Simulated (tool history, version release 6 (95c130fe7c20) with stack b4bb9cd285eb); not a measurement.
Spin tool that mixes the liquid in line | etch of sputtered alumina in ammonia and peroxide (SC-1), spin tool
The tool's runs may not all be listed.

| run | hour | temperature setpoint of the liquid (°C) | parts of 29 % ammonia solution to one part of 30 % peroxide (parts by volume) | time under the liquid (s) | thickness taken off the sputtered alumina on a monitor wafer (angstrom) |
|---|---|---|---|---|---|
| 1 | 0 | 59 | 0.55 | 320 | 459.22 |
| 2 | 0.8 | 56.5 | 0.55 | 320 | 401.04 |
| 3 | 2 | 62 | 0.55 | 320 | 532.16 |
| 4 | 8.7 | 62 | 0.55 | 345 | 573.85 |
| 5 | 13 | 62 | 0.55 | 320 | 532.59 |
| 6 | 17.5 | 59 | 0.55 | 320 | 456.22 |
| 7 | 25.5 | 51 | 0.55 | 320 | 299.12 |
| 8 | 33.4 | 51 | 0.55 | 320 | 299.32 |
| 9 | 34.9 | 50.5 | 0.55 | 320 | 291.27 |

The next listed run, before its measurement:
| 10 | 37.7 | 50 | 0.55 | 320 | ? |

thickness taken off the sputtered alumina on a monitor wafer (angstrom): 283.64

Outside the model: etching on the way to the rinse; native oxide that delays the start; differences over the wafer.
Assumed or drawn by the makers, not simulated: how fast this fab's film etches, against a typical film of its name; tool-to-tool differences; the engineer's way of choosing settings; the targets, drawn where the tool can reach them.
